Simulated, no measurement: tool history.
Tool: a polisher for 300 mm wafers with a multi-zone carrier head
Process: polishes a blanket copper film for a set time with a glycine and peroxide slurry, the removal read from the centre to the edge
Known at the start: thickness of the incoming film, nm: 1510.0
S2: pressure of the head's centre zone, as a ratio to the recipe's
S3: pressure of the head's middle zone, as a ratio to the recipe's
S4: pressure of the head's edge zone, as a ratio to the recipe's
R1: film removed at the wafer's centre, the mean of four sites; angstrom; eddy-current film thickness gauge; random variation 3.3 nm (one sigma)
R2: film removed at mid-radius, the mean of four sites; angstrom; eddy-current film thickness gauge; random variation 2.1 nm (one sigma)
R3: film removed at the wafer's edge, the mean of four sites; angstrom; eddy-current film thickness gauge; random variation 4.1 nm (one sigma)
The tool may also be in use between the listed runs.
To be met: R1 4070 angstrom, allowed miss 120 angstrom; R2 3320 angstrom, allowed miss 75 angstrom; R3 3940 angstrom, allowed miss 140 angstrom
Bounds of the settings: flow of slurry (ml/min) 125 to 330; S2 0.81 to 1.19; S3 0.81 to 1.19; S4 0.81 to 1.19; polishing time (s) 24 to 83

Run 1, hour 0: flow of slurry (ml/min) 210, S2 1, S3 1, S4 1, polishing time (s) 53. Result: R1 2913.9 angstrom, R2 2785.1 angstrom, R3 2910.5 angstrom.
Run 2, hour 5.1: flow of slurry (ml/min) 175, S2 1, S3 1, S4 1, polishing time (s) 53. Result: R1 2798.9 angstrom, R2 2774.4 angstrom, R3 2794.2 angstrom.
Run 3, hour 5.8: flow of slurry (ml/min) 175, S2 1, S3 1, S4 1, polishing time (s) 61. Result: R1 3174.1 angstrom, R2 3161.5 angstrom, R3 3208.2 angstrom.
Run 4, hour 7.8: flow of slurry (ml/min) 175, S2 0.94, S3 1, S4 1, polishing time (s) 61. Result: R1 3037.6 angstrom, R2 3176.5 angstrom, R3 3294.1 angstrom.
Run 5, hour 9.2: flow of slurry (ml/min) 210, S2 0.97, S3 0.99, S4 1.03, polishing time (s) 62. Result: R1 3296.7 angstrom, R2 3264 angstrom, R3 3357.3 angstrom.
At hour 10.5: worn pad replaced by a new one.
Run 6, hour 10.5: flow of slurry (ml/min) 210, S2 0.97, S3 0.99, S4 0.94, polishing time (s) 62. Result: R1 3563 angstrom, R2 3606.6 angstrom, R3 3516.9 angstrom.
Run 7, hour 11.2: flow of slurry (ml/min) 165, S2 1.02, S3 0.89, S4 0.97, polishing time (s) 71. Result: R1 4134.1 angstrom, R2 3608.8 angstrom, R3 4034.5 angstrom.
Run 8, hour 12.3: flow of slurry (ml/min) 155, S2 1.03, S3 0.88, S4 0.97, polishing time (s) 71. Result: R1 4190.7 angstrom, R2 3554.5 angstrom, R3 4039.1 angstrom.
Run 9, hour 18.5: flow of slurry (ml/min) 150, S2 1.03, S3 0.87, S4 0.98, polishing time (s) 71. Result: R1 4118.2 angstrom, R2 3521 angstrom, R3 3991.4 angstrom.

Which of these 4 next moves meets every target?
Run A, hour 24.7: flow of slurry (ml/min) 130, S2 1.14, S3 0.93, S4 0.93, polishing time (s) 65. Result: R1 ?, R2 ?, R3 ?.
Run B, hour 24.7: flow of slurry (ml/min) 160, S2 1.01, S3 0.83, S4 0.89, polishing time (s) 66. Result: R1 ?, R2 ?, R3 ?.
Run C, hour 24.7: flow of slurry (ml/min) 150, S2 1.05, S3 0.85, S4 1, polishing time (s) 69. Result: R1 ?, R2 ?, R3 ?.
Run D, hour 24.7: flow of slurry (ml/min) 205, S2 1.12, S3 0.92, S4 0.98, polishing time (s) 62. Result: R1 ?, R2 ?, R3 ?.

move      R1      R2      R3
   A  4034.6  3287.6  3503.8
   B  3791.4  3147.3  3578.5
   C  4067.1  3320.1  3921.5
   D  4090.7  3330.3  3602.7
A: brings the result that was furthest off to its target, and leaves another outside
B: takes the result that was furthest off past its target
C: meets every target
D: brings the result that was furthest off to its target, and leaves another outside
Move C is the one to make.
